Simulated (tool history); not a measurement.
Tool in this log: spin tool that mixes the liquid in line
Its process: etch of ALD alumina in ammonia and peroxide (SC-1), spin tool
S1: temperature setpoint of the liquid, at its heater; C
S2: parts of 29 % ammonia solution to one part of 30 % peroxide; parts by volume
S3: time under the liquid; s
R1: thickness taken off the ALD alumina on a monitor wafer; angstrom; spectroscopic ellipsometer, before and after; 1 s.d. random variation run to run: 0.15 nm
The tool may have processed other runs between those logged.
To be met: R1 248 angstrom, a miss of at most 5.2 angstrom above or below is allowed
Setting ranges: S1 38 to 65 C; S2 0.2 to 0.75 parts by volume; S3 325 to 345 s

{"run": 1, "hour": 0.0, "S1": 49, "S2": 0.45, "S3": 325, "R1": 190.99}
{"run": 2, "hour": 1.3, "S1": 50, "S2": 0.45, "S3": 325, "R1": 201.94}
{"run": 3, "hour": 9.4, "S1": 50.5, "S2": 0.45, "S3": 325, "R1": 206.95}
{"run": 4, "hour": 12.2, "S1": 50.5, "S2": 0.55, "S3": 325, "R1": 210.74}
{"run": 5, "hour": 19.2, "S1": 50.5, "S2": 0.45, "S3": 325, "R1": 207.99}
{"run": 6, "hour": 22.1, "S1": 50.5, "S2": 0.35, "S3": 325, "R1": 202.33}
{"run": 7, "hour": 28.8, "S1": 51, "S2": 0.35, "S3": 325, "R1": 209}
{"run": 8, "hour": 32.9, "S1": 51.5, "S2": 0.35, "S3": 325, "R1": 216.32}
{"run": 9, "hour": 38.6, "S1": 52, "S2": 0.35, "S3": 325, "R1": 217.45}
{"run": 10, "hour": 40.4, "S1": 52.5, "S2": 0.35, "S3": 325, "R1": 225.18}
{"run": 11, "hour": 45.8, "S1": 53, "S2": 0.35, "S3": 325, "R1": 232.85}
{"run": 12, "hour": 46.8, "S1": 53.5, "S2": 0.35, "S3": 325, "R1": 240.63}

Below are 5 possible settings for the next run. Only one of them brings all results inside the allowed miss of their targets. Which is it?
{"run": "A", "hour": 47.8, "S1": 52.5, "S2": 0.4, "S3": 335, "R1": "?"}
{"run": "B", "hour": 47.8, "S1": 51, "S2": 0.5, "S3": 345, "R1": "?"}
{"run": "C", "hour": 47.8, "S1": 53, "S2": 0.4, "S3": 340, "R1": "?"}
{"run": "D", "hour": 47.8, "S1": 52.5, "S2": 0.45, "S3": 325, "R1": "?"}
{"run": "E", "hour": 47.8, "S1": 52, "S2": 0.3, "S3": 345, "R1": "?"}

move=A R1=236.67
move=B R1=229.46
move=C R1=246.77
move=D R1=232.19
move=E R1=230.83
A: misses by more than the last run did
B: misses by more than the last run did
C: in spec on every target
D: misses by more than the last run did
E: misses by more than the last run did
Answer: C
